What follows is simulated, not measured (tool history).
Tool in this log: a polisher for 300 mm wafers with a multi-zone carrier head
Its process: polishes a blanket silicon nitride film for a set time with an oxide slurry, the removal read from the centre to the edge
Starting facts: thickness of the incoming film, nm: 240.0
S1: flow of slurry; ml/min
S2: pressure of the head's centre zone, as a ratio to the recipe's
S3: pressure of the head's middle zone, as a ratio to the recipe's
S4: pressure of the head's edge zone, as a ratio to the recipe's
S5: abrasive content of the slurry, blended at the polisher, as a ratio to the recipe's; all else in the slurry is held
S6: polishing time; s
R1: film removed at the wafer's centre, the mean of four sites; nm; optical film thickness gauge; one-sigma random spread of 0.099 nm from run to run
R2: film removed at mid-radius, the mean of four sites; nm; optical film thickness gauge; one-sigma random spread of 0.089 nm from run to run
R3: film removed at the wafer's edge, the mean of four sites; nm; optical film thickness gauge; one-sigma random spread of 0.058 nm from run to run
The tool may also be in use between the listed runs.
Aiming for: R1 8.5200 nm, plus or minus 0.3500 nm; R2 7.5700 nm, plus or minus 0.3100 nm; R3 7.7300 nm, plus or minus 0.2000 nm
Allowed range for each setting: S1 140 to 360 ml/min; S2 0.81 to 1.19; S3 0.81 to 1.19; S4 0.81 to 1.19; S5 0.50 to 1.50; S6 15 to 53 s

| run | hour | S1 | S2 | S3 | S4 | S5 | S6 | R1 | R2 | R3 |
|---|---|---|---|---|---|---|---|---|---|---|
| 1 | 0.0 | 230 | 1.00 | 1.00 | 1.00 | 1.00 | 34 | 13.9990 | 14.2700 | 13.8240 |
| 2 | 0.9 | 225 | 1.01 | 0.96 | 0.96 | 0.85 | 31 | 12.0810 | 11.4640 | 11.5860 |
| 3 | 9.6 | 225 | 1.01 | 0.95 | 0.93 | 0.75 | 29 | 10.7510 | 10.2280 | 10.3140 |
| 4 | 10.3 | 220 | 1.02 | 0.94 | 0.90 | 0.70 | 28 | 10.4570 | 9.6722 | 9.6032 |
| 5 | 19.3 | 215 | 1.01 | 0.92 | 0.88 | 0.65 | 27 | 9.8020 | 8.8297 | 8.9919 |
|  | 24.1 | worn pad replaced by a new one |
| 6 | 24.1 | 215 | 1.01 | 0.92 | 0.96 | 0.65 | 27 | 10.5360 | 9.8337 | 10.2670 |
| 7 | 25.0 | 215 | 1.00 | 0.91 | 0.92 | 0.60 | 27 | 10.1390 | 9.2486 | 9.7511 |
| 8 | 30.5 | 215 | 1.00 | 0.91 | 0.89 | 0.55 | 26 | 9.3322 | 8.8477 | 9.0209 |
| 9 | 34.9 | 210 | 1.00 | 0.90 | 0.87 | 0.55 | 26 | 9.7265 | 8.6416 | 8.9287 |
| 10 | 43.4 | 210 | 0.99 | 0.90 | 0.86 | 0.55 | 25 | 9.0488 | 8.5468 | 8.6461 |
| 11 | 52.3 | 210 | 1.00 | 0.89 | 0.85 | 0.55 | 24 | 8.8141 | 7.9866 | 8.2560 |
| 12 | 60.7 | 210 | 1.00 | 0.89 | 0.84 | 0.55 | 24 | 8.5957 | 7.9590 | 8.1844 |
| 13 | 66.7 | 210 | 1.01 | 0.89 | 0.83 | 0.55 | 24 | 8.7686 | 7.8218 | 8.0953 |
| 14 | 67.3 | 210 | 1.01 | 0.89 | 0.82 | 0.55 | 24 | 8.9024 | 7.8786 | 8.0422 |

Exactly one of the 4 candidate moves below puts every result within its allowed miss. Which one?
| A | 67.9 | 245 | 1.03 | 0.90 | 0.85 | 0.65 | 21 | ? | ? | ? |
| B | 67.9 | 170 | 1.14 | 0.85 | 0.81 | 0.60 | 22 | ? | ? | ? |
| C | 67.9 | 195 | 1.12 | 0.92 | 0.81 | 0.60 | 23 | ? | ? | ? |
| D | 67.9 | 205 | 1.03 | 0.93 | 0.81 | 0.50 | 25 | ? | ? | ? |

| move | R1 | R2 | R3 |
|---|---|---|---|
| A | 8.3515 | 7.6301 | 7.6107 |
| B | 8.9150 | 7.0562 | 7.3567 |
| C | 9.3757 | 8.0413 | 7.8013 |
| D | 8.8812 | 8.3591 | 8.0175 |
A: each result inside its tolerance
B: takes the biggest miss from the last run beyond its target
C: the worst result of the last run now meets its target, but another is out of spec
D: moves away from the targets compared with the last run
The move that meets every target is A.

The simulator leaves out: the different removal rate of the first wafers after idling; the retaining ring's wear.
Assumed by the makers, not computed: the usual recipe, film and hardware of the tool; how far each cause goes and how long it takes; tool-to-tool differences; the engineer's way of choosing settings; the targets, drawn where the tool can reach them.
